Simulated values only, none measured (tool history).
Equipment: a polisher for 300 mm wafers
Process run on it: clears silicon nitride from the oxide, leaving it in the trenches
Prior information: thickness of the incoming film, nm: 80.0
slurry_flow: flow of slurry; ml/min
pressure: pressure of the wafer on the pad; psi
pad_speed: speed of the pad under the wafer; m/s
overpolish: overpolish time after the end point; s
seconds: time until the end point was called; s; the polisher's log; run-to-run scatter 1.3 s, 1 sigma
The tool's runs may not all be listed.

run	day	slurry_flow	pressure	pad_speed	overpolish	seconds
1	0	200	1.9	0.86	20	152.59
2	0.083	200	1.9	0.86	21	147.32
3	0.279	200	1.9	0.86	21	149.51
4	0.388	200	1.9	0.86	21	152.33
5	0.446	200	1.9	0.86	21	145.67
6	0.788	200	1.9	0.96	21	135.38

Run 7 comes next. What will it give?
7	1.075	200	2	0.96	21	?

Logged for run 7: seconds 126.81 s.
